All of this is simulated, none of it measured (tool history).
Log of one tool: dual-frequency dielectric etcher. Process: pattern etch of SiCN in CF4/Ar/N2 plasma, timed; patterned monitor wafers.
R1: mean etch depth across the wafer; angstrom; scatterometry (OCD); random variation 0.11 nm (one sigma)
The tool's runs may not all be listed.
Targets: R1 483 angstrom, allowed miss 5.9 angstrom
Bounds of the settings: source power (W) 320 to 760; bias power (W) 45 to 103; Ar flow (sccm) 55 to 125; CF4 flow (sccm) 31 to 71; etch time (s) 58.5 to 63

{"run": 1, "hour": 0.0, "source power (W)": 540, "bias power (W)": 74, "Ar flow (sccm)": 90, "CF4 flow (sccm)": 51, "etch time (s)": 63, "R1": 611.9}
{"run": 2, "hour": 3.8, "source power (W)": 540, "bias power (W)": 78, "Ar flow (sccm)": 90, "CF4 flow (sccm)": 51, "etch time (s)": 63, "R1": 629.3}
{"run": 3, "hour": 5.9, "source power (W)": 490, "bias power (W)": 78, "Ar flow (sccm)": 90, "CF4 flow (sccm)": 51, "etch time (s)": 63, "R1": 580.45}
{"run": 4, "hour": 11.0, "source power (W)": 490, "bias power (W)": 78, "Ar flow (sccm)": 101, "CF4 flow (sccm)": 51, "etch time (s)": 63, "R1": 572.54}
{"run": 5, "hour": 14.4, "source power (W)": 460, "bias power (W)": 78, "Ar flow (sccm)": 101, "CF4 flow (sccm)": 51, "etch time (s)": 63, "R1": 545.73}
{"run": 6, "hour": 19.4, "source power (W)": 460, "bias power (W)": 78, "Ar flow (sccm)": 107, "CF4 flow (sccm)": 51, "etch time (s)": 63, "R1": 537.53}
{"run": 7, "hour": 22.4, "source power (W)": 380, "bias power (W)": 78, "Ar flow (sccm)": 107, "CF4 flow (sccm)": 51, "etch time (s)": 63, "R1": 465.02}
{"run": 8, "hour": 25.7, "source power (W)": 390, "bias power (W)": 78, "Ar flow (sccm)": 107, "CF4 flow (sccm)": 51, "etch time (s)": 63, "R1": 471.82}

5 next moves are on the table. One of them brings every result within its allowed miss. Which?
{"run": "A", "hour": 29.0, "source power (W)": 390, "bias power (W)": 88, "Ar flow (sccm)": 113, "CF4 flow (sccm)": 49, "etch time (s)": 62, "R1": "?"}
{"run": "B", "hour": 29.0, "source power (W)": 380, "bias power (W)": 85, "Ar flow (sccm)": 120, "CF4 flow (sccm)": 52, "etch time (s)": 61.5, "R1": "?"}
{"run": "C", "hour": 29.0, "source power (W)": 430, "bias power (W)": 70, "Ar flow (sccm)": 90, "CF4 flow (sccm)": 42, "etch time (s)": 63, "R1": "?"}
{"run": "D", "hour": 29.0, "source power (W)": 420, "bias power (W)": 79, "Ar flow (sccm)": 105, "CF4 flow (sccm)": 47, "etch time (s)": 63, "R1": "?"}
{"run": "E", "hour": 29.0, "source power (W)": 410, "bias power (W)": 86, "Ar flow (sccm)": 107, "CF4 flow (sccm)": 43, "etch time (s)": 60, "R1": "?"}

move=A R1=483.02
move=B R1=464.7
move=C R1=471.62
move=D R1=494.5
move=E R1=468.59
A: meets every target
B: further off than the last run
C: as far off as the last run
D: takes the result that was furthest off past its target
E: further off than the last run
Move A is the one to make.
